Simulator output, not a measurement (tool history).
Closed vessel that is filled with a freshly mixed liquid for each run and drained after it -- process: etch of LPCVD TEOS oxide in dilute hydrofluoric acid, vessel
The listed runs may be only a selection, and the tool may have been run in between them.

| run | hour | temperature setpoint of the liquid (K) | parts of water to one part of 49 % hydrofluoric acid (parts by volume) | time in the liquid (s) | thickness taken off the LPCVD TEOS oxide on a monitor wafer (angstrom) |
|---|---|---|---|---|---|
| 1 | 0.0 | 294.15 | 295 | 55 | 24.562 |
| 2 | 4.7 | 294.15 | 295 | 45 | 20.220 |
| 3 | 12.6 | 294.15 | 330 | 45 | 17.435 |
| 4 | 16.1 | 295.65 | 290 | 45 | 21.653 |
| 5 | 17.2 | 295.65 | 290 | 45 | 21.750 |
| 6 | 24.4 | 295.65 | 290 | 55 | 26.443 |
| 7 | 27.7 | 297.15 | 265 | 55 | 31.422 |
| 8 | 29.4 | 301.15 | 145 | 55 | 75.670 |

Run 9, settings as shown, results not yet in. Your forecast:
| 9 | 31.7 | 300.15 | 145 | 55 | ? |

Logged for run 9: thickness taken off the LPCVD TEOS oxide on a monitor wafer (angstrom) 73.582.

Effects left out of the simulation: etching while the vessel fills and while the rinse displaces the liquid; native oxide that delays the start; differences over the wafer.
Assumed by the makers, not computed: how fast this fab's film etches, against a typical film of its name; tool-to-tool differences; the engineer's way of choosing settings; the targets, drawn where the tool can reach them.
